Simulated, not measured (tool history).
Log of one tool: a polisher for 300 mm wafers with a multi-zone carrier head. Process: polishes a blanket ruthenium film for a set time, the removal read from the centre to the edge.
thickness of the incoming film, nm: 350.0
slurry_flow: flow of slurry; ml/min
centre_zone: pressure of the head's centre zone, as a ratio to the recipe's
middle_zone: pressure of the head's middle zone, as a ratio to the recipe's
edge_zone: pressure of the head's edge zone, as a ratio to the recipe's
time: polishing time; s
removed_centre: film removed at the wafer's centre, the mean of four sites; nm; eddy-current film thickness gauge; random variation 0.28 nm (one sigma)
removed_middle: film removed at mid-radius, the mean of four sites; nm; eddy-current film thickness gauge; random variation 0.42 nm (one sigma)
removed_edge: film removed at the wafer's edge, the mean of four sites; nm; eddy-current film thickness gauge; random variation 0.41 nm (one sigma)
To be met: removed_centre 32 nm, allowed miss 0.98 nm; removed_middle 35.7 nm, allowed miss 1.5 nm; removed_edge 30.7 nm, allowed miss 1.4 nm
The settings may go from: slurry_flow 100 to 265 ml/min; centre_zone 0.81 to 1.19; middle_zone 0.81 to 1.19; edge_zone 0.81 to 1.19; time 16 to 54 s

{"run": 1, "hour": 0.0, "slurry_flow": 170, "centre_zone": 1, "middle_zone": 1, "edge_zone": 1, "time": 35, "removed_centre": 22.617, "removed_middle": 24.705, "removed_edge": 24.895}
{"run": 2, "hour": 2.9, "slurry_flow": 170, "centre_zone": 1.09, "middle_zone": 1, "edge_zone": 1, "time": 35, "removed_centre": 24.805, "removed_middle": 24.739, "removed_edge": 24.587}
{"run": 3, "hour": 4.2, "slurry_flow": 180, "centre_zone": 1.1, "middle_zone": 1.04, "edge_zone": 1.02, "time": 36, "removed_centre": 26.047, "removed_middle": 27.177, "removed_edge": 25.31}
{"run": 4, "hour": 6.3, "slurry_flow": 185, "centre_zone": 1.1, "middle_zone": 1.05, "edge_zone": 1.04, "time": 37, "removed_centre": 27.226, "removed_middle": 27.983, "removed_edge": 26.991}
{"run": 5, "hour": 9.5, "slurry_flow": 185, "centre_zone": 1.06, "middle_zone": 1.05, "edge_zone": 1.04, "time": 37, "removed_centre": 26.152, "removed_middle": 28.084, "removed_edge": 26.392}
{"run": 6, "hour": 16.7, "slurry_flow": 185, "centre_zone": 1.1, "middle_zone": 1.05, "edge_zone": 1.04, "time": 37, "removed_centre": 27.393, "removed_middle": 27.615, "removed_edge": 27.192}
{"run": 7, "hour": 20.3, "slurry_flow": 235, "centre_zone": 1.12, "middle_zone": 1.15, "edge_zone": 1.04, "time": 40, "removed_centre": 30.757, "removed_middle": 34.083, "removed_edge": 29.446}
{"run": 8, "hour": 24.6, "slurry_flow": 235, "centre_zone": 1.12, "middle_zone": 1.16, "edge_zone": 1.05, "time": 40, "removed_centre": 31.017, "removed_middle": 33.816, "removed_edge": 29.422}
{"run": 9, "hour": 27.1, "slurry_flow": 235, "centre_zone": 1.12, "middle_zone": 1.17, "edge_zone": 1.05, "time": 40, "removed_centre": 31.408, "removed_middle": 34.306, "removed_edge": 28.931}

4 next moves are on the table. One of them brings every result within its allowed miss. Which?
{"run": "A", "hour": 29.6, "slurry_flow": 255, "centre_zone": 1.18, "middle_zone": 1.19, "edge_zone": 0.96, "time": 37, "removed_centre": "?", "removed_middle": "?", "removed_edge": "?"}
{"run": "B", "hour": 29.6, "slurry_flow": 265, "centre_zone": 1.15, "middle_zone": 1.19, "edge_zone": 0.96, "time": 39, "removed_centre": "?", "removed_middle": "?", "removed_edge": "?"}
{"run": "C", "hour": 29.6, "slurry_flow": 265, "centre_zone": 1.07, "middle_zone": 1.12, "edge_zone": 0.97, "time": 42, "removed_centre": "?", "removed_middle": "?", "removed_edge": "?"}
{"run": "D", "hour": 29.6, "slurry_flow": 245, "centre_zone": 1.05, "middle_zone": 0.96, "edge_zone": 1.16, "time": 42, "removed_centre": "?", "removed_middle": "?", "removed_edge": "?"}

move=A removed_centre=30.695 removed_middle=32.321 removed_edge=26.662
move=B removed_centre=31.678 removed_middle=34.226 removed_edge=28.199
move=C removed_centre=31.7 removed_middle=34.995 removed_edge=30.541
move=D removed_centre=30.748 removed_middle=30.413 removed_edge=33.106
A: further off than the last run
B: further off than the last run
C: meets every target
D: takes the result that was furthest off past its target
Answer: C
